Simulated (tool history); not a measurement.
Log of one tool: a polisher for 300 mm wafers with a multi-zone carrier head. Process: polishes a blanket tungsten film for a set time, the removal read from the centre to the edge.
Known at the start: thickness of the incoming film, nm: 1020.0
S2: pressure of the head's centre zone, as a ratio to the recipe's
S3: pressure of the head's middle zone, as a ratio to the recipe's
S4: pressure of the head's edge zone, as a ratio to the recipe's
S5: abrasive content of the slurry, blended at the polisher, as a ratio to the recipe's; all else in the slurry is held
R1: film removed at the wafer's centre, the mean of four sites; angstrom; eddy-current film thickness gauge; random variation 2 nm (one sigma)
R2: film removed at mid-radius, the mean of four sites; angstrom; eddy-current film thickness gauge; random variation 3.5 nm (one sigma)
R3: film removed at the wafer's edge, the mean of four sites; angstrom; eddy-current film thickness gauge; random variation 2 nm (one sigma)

run 1 day=0.000 | flow_of_slurry_(ml/min)=240 S2=1.00 S3=1.00 S4=1.00 S5=1.00 polishing_time_(s)=45 | R1=3441.8 R2=3863.5 R3=3787.7
run 2 day=0.029 | flow_of_slurry_(ml/min)=240 S2=1.00 S3=1.00 S4=1.00 S5=1.00 polishing_time_(s)=55 | R1=4217.6 R2=4688.5 R3=4627.1
run 3 day=0.100 | flow_of_slurry_(ml/min)=240 S2=1.00 S3=1.07 S4=1.00 S5=1.00 polishing_time_(s)=55 | R1=4214.9 R2=4887.3 R3=4715.3
run 4 day=0.467 | flow_of_slurry_(ml/min)=240 S2=1.00 S3=1.07 S4=1.00 S5=1.00 polishing_time_(s)=60 | R1=4593.0 R2=5411.3 R3=5029.2
run 5 day=0.775 | flow_of_slurry_(ml/min)=205 S2=1.00 S3=1.07 S4=1.00 S5=1.00 polishing_time_(s)=60 | R1=4440.0 R2=5147.7 R3=5032.8
run 6 day=0.904 | flow_of_slurry_(ml/min)=205 S2=1.00 S3=1.07 S4=0.94 S5=1.00 polishing_time_(s)=60 | R1=4488.7 R2=5221.2 R3=4878.0
run 7 day=1.042 | flow_of_slurry_(ml/min)=210 S2=1.01 S3=1.04 S4=0.92 S5=0.90 polishing_time_(s)=55 | R1=4014.4 R2=4663.9 R3=4322.9

Forecast run 8:
run 8 day=1.196 | flow_of_slurry_(ml/min)=210 S2=1.11 S3=0.94 S4=0.87 S5=0.65 polishing_time_(s)=42 | R1=? R2=? R3=?

{"run 8": {"R1": 3189.3, "R2": 3044.8, "R3": 3019.8}}
